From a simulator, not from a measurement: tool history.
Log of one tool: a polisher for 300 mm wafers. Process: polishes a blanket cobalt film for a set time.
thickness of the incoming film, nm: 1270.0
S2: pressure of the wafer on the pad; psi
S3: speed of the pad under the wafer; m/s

Run 1, hour 0.0: flow of slurry (ml/min) 125, S2 1.7 psi, S3 0.82 m/s, polishing time (s) 82. Result: film removed (nm) 265.64.
Run 2, hour 5.7: flow of slurry (ml/min) 120, S2 1.4 psi, S3 0.82 m/s, polishing time (s) 82. Result: film removed (nm) 235.70.
Run 3, hour 13.5: flow of slurry (ml/min) 120, S2 1.4 psi, S3 0.98 m/s, polishing time (s) 82. Result: film removed (nm) 284.16.
Run 4, hour 15.5: flow of slurry (ml/min) 115, S2 1.2 psi, S3 0.90 m/s, polishing time (s) 82. Result: film removed (nm) 231.82.
Run 5, hour 19.4: flow of slurry (ml/min) 110, S2 1.1 psi, S3 0.84 m/s, polishing time (s) 82. Result: film removed (nm) 205.51.
Run 6, hour 22.0: flow of slurry (ml/min) 110, S2 1.3 psi, S3 0.84 m/s, polishing time (s) 82. Result: film removed (nm) 224.00.
Run 7, hour 26.0: flow of slurry (ml/min) 105, S2 1.1 psi, S3 0.80 m/s, polishing time (s) 82. Result: film removed (nm) 194.71.
At hour 31.4: slurry nozzle cleaned.
Run 8, hour 31.4: flow of slurry (ml/min) 105, S2 1.0 psi, S3 0.78 m/s, polishing time (s) 82. Result: film removed (nm) 193.47.
Run 9, hour 34.5: flow of slurry (ml/min) 100, S2 0.9 psi, S3 0.72 m/s, polishing time (s) 82. Result: film removed (nm) 167.26.

Run 10 comes next. What will it give?
Run 10, hour 35.9: flow of slurry (ml/min) 100, S2 0.9 psi, S3 0.72 m/s, polishing time (s) 82. Result: film removed (nm) ?.

Run 10 gave film removed (nm) 167.95.
